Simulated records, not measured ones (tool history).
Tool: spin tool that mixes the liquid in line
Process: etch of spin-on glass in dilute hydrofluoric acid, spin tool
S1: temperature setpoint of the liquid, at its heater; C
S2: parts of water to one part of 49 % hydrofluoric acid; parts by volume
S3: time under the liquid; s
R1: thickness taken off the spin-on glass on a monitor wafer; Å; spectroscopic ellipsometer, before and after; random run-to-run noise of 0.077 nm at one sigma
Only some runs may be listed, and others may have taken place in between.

{"run": 1, "hour": 0.0, "S1": 24.0, "S2": 195, "S3": 270, "R1": 395.71}
{"run": 2, "hour": 2.5, "S1": 26.0, "S2": 195, "S3": 270, "R1": 428.05}
{"run": 3, "hour": 4.7, "S1": 26.0, "S2": 195, "S3": 290, "R1": 458.76}
{"run": 4, "hour": 11.9, "S1": 26.0, "S2": 250, "S3": 290, "R1": 336.09}
{"run": 5, "hour": 18.2, "S1": 26.0, "S2": 250, "S3": 270, "R1": 316.01}
{"run": 6, "hour": 20.9, "S1": 26.0, "S2": 200, "S3": 270, "R1": 416.18}

For run 7, what comes out?
{"run": 7, "hour": 23.1, "S1": 23.5, "S2": 210, "S3": 270, "R1": "?"}

{"run 7": {"R1": 355.28}}

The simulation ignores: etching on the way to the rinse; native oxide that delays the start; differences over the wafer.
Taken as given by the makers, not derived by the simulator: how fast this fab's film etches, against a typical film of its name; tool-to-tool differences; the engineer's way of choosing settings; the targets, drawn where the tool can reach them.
